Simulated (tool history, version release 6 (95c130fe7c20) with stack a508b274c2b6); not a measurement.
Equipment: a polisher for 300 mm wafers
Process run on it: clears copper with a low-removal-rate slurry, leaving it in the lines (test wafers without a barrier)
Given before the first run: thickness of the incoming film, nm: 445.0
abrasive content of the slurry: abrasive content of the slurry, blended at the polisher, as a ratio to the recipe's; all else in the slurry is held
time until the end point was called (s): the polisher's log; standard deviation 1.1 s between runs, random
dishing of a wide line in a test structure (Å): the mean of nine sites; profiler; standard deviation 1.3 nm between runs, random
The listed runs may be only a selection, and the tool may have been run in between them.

run  hour  flow of slurry (ml/min)  pressure of the wafer on the pad (psi)  speed of the pad under the wafer (cm/s)  abrasive content of the slurry  overpolish time after the end point (s)  time until the end point was called (s)  dishing of a wide line in a test structure (Å)
  1   0.0                      180                                     2.6                                      116                             1.0                                       23                                   114.10                                          461.66
  2   7.8                      180                                     2.7                                      116                             1.0                                       23                                   111.71                                          465.45
  3  10.1                      180                                     2.3                                      116                             1.0                                       23                                   129.38                                          415.52
  4  13.3                      180                                     2.3                                      116                             0.9                                       23                                   134.67                                          410.36
  5  17.4                      180                                     2.9                                      116                             0.9                                       23                                   105.86                                          469.19
  6  23.1                      180                                     2.9                                      116                             0.9                                       30                                   105.71                                          541.97
  7  25.1                      180                                     3.0                                      116                             0.9                                       28                                   103.02                                          534.03

Run 8 has not been measured yet. What should we expect?
  8  28.2                      180                                     3.1                                      116                             0.9                                       27                                        ?                                               ?

{"run 8": {"time until the end point was called (s)": 100.18, "dishing of a wide line in a test structure (Å)": 532.23}}
